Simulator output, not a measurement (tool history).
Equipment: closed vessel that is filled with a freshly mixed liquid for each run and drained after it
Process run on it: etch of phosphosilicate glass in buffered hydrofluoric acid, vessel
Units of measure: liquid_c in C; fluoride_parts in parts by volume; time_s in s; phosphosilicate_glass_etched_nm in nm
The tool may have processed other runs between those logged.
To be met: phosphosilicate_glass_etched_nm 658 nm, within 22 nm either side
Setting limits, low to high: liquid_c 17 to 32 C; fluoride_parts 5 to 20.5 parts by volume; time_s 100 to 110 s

run  hour  liquid_c  fluoride_parts  time_s  phosphosilicate_glass_etched_nm
  1     0        24            12.5     100                           514.66
  2   2.5        25            12.5     100                           553.57
  3   7.5      25.5            12.5     100                           565.45
  4  13.8        22            12.5     100                           461.75
  5  18.7        22              11     100                           516.95
  6  22.9        22              11     110                           578.82
  7  29.8      22.5              11     110                            603.8
  8  38.7        23              11     110                           615.13

Which of these 4 next moves meets every target?
  A  47.6        21               8     110                                ?
  B  47.6        23               9     100                                ?
  C  47.6        22               8     100                                ?
  D  47.6        24              10     110                                ?

move  phosphosilicate_glass_etched_nm
   A                           733.52
   B                           655.36
   C                           704.81
   D                           712.58
A: pushes the last run's worst result past its target
B: each result inside its tolerance
C: pushes the last run's worst result past its target
D: pushes the last run's worst result past its target
Correct choice: B, which meets every target
